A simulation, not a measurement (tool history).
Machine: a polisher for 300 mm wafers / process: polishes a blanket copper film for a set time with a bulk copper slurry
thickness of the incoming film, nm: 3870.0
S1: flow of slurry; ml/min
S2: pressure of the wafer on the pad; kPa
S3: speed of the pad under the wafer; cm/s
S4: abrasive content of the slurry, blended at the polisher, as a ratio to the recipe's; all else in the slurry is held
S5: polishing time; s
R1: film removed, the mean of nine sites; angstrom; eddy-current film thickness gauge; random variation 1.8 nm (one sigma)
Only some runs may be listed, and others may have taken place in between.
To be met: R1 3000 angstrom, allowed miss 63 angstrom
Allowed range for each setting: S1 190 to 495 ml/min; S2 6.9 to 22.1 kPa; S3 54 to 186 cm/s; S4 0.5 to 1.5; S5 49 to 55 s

| run | hour | S1 | S2 | S3 | S4 | S5 | R1 |
|---|---|---|---|---|---|---|---|
| 1 | 0 | 320 | 14.5 | 118 | 1 | 55 | 4649.1 |
| 2 | 2 | 320 | 14.5 | 146 | 1 | 55 | 5660.4 |
| 3 | 5.3 | 320 | 14.5 | 174 | 1 | 55 | 6728.4 |
| 4 | 6 | 320 | 14.5 | 174 | 1.1 | 55 | 6885.5 |
| 5 | 12.4 | 320 | 14.5 | 186 | 1.1 | 55 | 7278.1 |
| 6 | 12.9 | 350 | 14.5 | 186 | 1.1 | 55 | 7284.1 |
| 7 | 19.1 | 350 | 12.4 | 172 | 1.1 | 55 | 5990.4 |
| 8 | 25.4 | 350 | 11 | 158 | 1.1 | 55 | 5025.5 |
| 9 | 27.8 | 350 | 9.7 | 148 | 1.1 | 55 | 4182.7 |
| 10 | 33.1 | 340 | 9 | 144 | 1.1 | 55 | 3855.6 |
| 11 | 40.7 | 320 | 8.3 | 142 | 1.1 | 55 | 3604 |
| 12 | 44.5 | 305 | 7.6 | 140 | 1.1 | 55 | 3298.5 |
| 13 | 48.7 | 305 | 7.6 | 140 | 1.1 | 55 | 3283.4 |
| 14 | 55.9 | 285 | 7.6 | 140 | 1.1 | 55 | 3295.1 |
| 15 | 62.9 | 270 | 7.6 | 140 | 1.1 | 55 | 3262.9 |
| 16 | 67 | 260 | 7.6 | 140 | 1.1 | 55 | 3281.4 |
| 17 | 73.6 | 255 | 7.6 | 138 | 1.1 | 55 | 3242.5 |

4 next moves are on the table. One of them brings every result within its allowed miss. Which?
| A | 80.2 | 230 | 8.3 | 150 | 1.25 | 53 | ? |
| B | 80.2 | 295 | 8.3 | 144 | 1 | 55 | ? |
| C | 80.2 | 260 | 8.3 | 128 | 0.85 | 54 | ? |
| D | 80.2 | 235 | 9 | 136 | 1.1 | 55 | ? |

| move | R1 |
|---|---|
| A | 3637.8 |
| B | 3545.9 |
| C | 2995.7 |
| D | 3572.1 |
A: misses by more than the last run did
B: misses by more than the last run did
C: meets every target
D: misses by more than the last run did
The right move is C.
